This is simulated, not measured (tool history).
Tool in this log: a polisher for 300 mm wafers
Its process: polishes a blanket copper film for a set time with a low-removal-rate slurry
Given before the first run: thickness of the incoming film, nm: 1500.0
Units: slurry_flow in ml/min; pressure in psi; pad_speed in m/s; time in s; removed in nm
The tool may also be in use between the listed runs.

run  hour  slurry_flow  pressure  pad_speed  slurry_solids  time  removed
  1     0          200       2.2       1.18              1    48   103.02
  2   4.4          200       2.5       1.18              1    48   115.31
  3   6.7          200       2.5       1.36              1    48    133.6
  4  10.7          200       2.5       1.36              1    43   120.37
  5  13.9          195         2       1.26              1    43   88.067
  6  19.6          185       1.7       1.26              1    43   75.301
  7  21.4          185       1.7       1.26              1    43   75.355
  8  22.6          175       1.5       1.26              1    43   65.804
  9  26.9          160       1.4       1.26              1    43   62.249
 10  29.1          150       1.3       1.26              1    43   57.072
 11  37.9          140       1.3       1.26              1    43   55.669
 12  42.3          135       1.3       1.26              1    43   55.943

Predict the results of run 13:
 13  51.3          130       1.3       1.26              1    43        ?

{"run 13": {"removed": 55.338}}

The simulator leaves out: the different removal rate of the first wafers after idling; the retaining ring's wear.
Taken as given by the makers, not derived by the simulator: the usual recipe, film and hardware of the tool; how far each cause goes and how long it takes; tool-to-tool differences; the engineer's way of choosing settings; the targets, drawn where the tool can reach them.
